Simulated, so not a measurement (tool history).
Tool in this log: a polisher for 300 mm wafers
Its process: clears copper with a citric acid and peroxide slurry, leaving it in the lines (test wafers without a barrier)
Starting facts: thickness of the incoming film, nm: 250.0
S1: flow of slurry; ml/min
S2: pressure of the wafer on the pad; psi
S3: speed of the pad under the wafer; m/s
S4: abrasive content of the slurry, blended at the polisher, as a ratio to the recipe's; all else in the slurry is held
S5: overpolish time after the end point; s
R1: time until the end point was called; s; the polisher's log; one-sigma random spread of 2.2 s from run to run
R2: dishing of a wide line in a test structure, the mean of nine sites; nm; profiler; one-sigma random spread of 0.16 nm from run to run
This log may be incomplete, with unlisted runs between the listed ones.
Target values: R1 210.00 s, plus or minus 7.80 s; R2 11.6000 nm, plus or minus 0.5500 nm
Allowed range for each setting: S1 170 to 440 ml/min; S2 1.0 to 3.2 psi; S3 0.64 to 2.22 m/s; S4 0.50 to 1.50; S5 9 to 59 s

run 1 hour=0.0 | S1=280 S2=2.1 S3=1.42 S4=1.00 S5=30 | R1=126.44 R2=39.9820
run 2 hour=0.7 | S1=280 S2=1.8 S3=1.36 S4=1.00 S5=24 | R1=151.31 R2=27.8710
run 3 hour=6.6 | S1=280 S2=1.8 S3=1.36 S4=1.00 S5=35 | R1=149.35 R2=39.2070
run 4 hour=9.4 | S1=285 S2=1.6 S3=1.32 S4=1.00 S5=28 | R1=167.96 R2=29.1250
run 5 hour=17.3 | S1=285 S2=1.6 S3=1.32 S4=0.85 S5=28 | R1=176.93 R2=28.7210
run 6 hour=24.8 | S1=265 S2=1.5 S3=1.26 S4=1.05 S5=23 | R1=182.51 R2=23.0300
run 7 hour=27.0 | S1=185 S2=1.0 S3=1.18 S4=1.30 S5=9 | R1=256.18 R2=6.6311
run 8 hour=31.0 | S1=240 S2=1.1 S3=1.18 S4=1.30 S5=9 | R1=233.20 R2=7.4594
run 9 hour=38.6 | S1=265 S2=1.2 S3=1.18 S4=1.20 S5=9 | R1=215.84 R2=7.6039
run 10 hour=42.6 | S1=240 S2=1.3 S3=1.18 S4=1.15 S5=10 | R1=210.07 R2=9.1429
run 11 hour=48.2 | S1=230 S2=1.3 S3=1.18 S4=1.10 S5=10 | R1=215.12 R2=8.8157
run 12 hour=54.0 | S1=235 S2=1.3 S3=1.18 S4=1.05 S5=11 | R1=218.19 R2=9.3711
run 13 hour=59.4 | S1=245 S2=1.3 S3=1.18 S4=1.00 S5=12 | R1=212.92 R2=10.5820
run 14 hour=61.5 | S1=250 S2=1.3 S3=1.18 S4=0.95 S5=12 | R1=216.46 R2=10.4390
run 15 hour=63.0 | S1=255 S2=1.3 S3=1.18 S4=0.95 S5=12 | R1=219.62 R2=10.2410
run 16 hour=66.1 | S1=260 S2=1.3 S3=1.18 S4=0.95 S5=12 | R1=215.39 R2=10.5340
run 17 hour=67.8 | S1=265 S2=1.3 S3=1.18 S4=0.95 S5=12 | R1=219.43 R2=10.2840
run 18 hour=71.2 | S1=260 S2=1.4 S3=1.18 S4=0.90 S5=12 | R1=212.46 R2=10.8990
run 19 hour=77.1 | S1=265 S2=1.4 S3=1.18 S4=0.85 S5=12 | R1=210.54 R2=10.5290
run 20 hour=82.8 | S1=260 S2=1.4 S3=1.18 S4=0.85 S5=12 | R1=208.58 R2=10.6990

Which of these 5 next moves meets every target?
run A hour=88.5 | S1=245 S2=1.3 S3=1.34 S4=0.90 S5=11 | R1=? R2=?
run B hour=88.5 | S1=310 S2=1.5 S3=1.02 S4=0.95 S5=11 | R1=? R2=?
run C hour=88.5 | S1=265 S2=1.4 S3=1.14 S4=0.80 S5=12 | R1=? R2=?
run D hour=88.5 | S1=235 S2=1.5 S3=1.16 S4=0.80 S5=11 | R1=? R2=?
run E hour=88.5 | S1=230 S2=1.7 S3=1.06 S4=0.65 S5=13 | R1=? R2=?

move=A R1=201.97 R2=10.1510
move=B R1=214.29 R2=9.6102
move=C R1=218.94 R2=10.2260
move=D R1=207.10 R2=9.9310
move=E R1=209.20 R2=11.5740
A: its largest miss is bigger than the last run's
B: its largest miss is bigger than the last run's
C: its largest miss is bigger than the last run's
D: its largest miss is bigger than the last run's
E: every result lands within tolerance
So the answer is move E, the one that meets all the targets.

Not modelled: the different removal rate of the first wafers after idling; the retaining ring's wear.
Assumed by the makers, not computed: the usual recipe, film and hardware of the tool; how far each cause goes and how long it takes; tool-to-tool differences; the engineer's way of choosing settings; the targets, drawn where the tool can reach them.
